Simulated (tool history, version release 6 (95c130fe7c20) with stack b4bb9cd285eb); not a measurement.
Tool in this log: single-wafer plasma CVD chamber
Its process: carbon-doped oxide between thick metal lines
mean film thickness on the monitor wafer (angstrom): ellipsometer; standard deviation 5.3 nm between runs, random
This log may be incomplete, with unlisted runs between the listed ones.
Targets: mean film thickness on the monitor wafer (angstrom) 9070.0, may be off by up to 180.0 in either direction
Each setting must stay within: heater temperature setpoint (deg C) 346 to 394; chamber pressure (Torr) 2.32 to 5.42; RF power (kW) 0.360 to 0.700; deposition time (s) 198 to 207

run	hour	heater temperature setpoint (deg C)	chamber pressure (Torr)	RF power (kW)	deposition time (s)	mean film thickness on the monitor wafer (angstrom)
1	0.0	370	3.87	0.530	207	10623.0
2	3.2	371	3.72	0.515	207	10161.0
3	7.6	371	3.72	0.575	207	11058.0
4	9.2	372	3.50	0.560	207	10812.0
5	13.9	373	3.43	0.540	206	10425.0
6	18.5	374	3.34	0.525	206	10085.0
7	23.4	375	3.20	0.520	206	9926.3
8	30.8	376	3.07	0.515	206	9900.3
9	34.5	377	3.00	0.505	206	9582.8
10	38.0	378	2.92	0.505	206	9578.6
11	43.9	379	2.84	0.500	206	9506.2
12	49.4	379	2.77	0.495	206	9356.6
13	53.6	380	2.72	0.495	206	9366.4
14	57.2	380	2.67	0.495	206	9361.0
15	58.8	380	2.62	0.495	206	9317.2
16	65.3	380	2.57	0.495	206	9237.6
17	72.4	380	2.54	0.495	206	9322.5

Which single option among these 5 for the next run brings every result within its allowed miss of target? Just one does.
A	79.5	376	2.82	0.540	198	?
B	79.5	384	2.34	0.525	207	?
C	79.5	385	2.57	0.535	206	?
D	79.5	369	2.56	0.520	205	?
E	79.5	386	2.57	0.480	207	?

move	mean film thickness on the monitor wafer (angstrom)
A	9709.6
B	9629.4
C	9791.8
D	9802.3
E	9049.2
A: lands further from the targets than the last run did
B: lands further from the targets than the last run did
C: lands further from the targets than the last run did
D: lands further from the targets than the last run did
E: all results land within tolerance of their targets
Move E is the one to make.
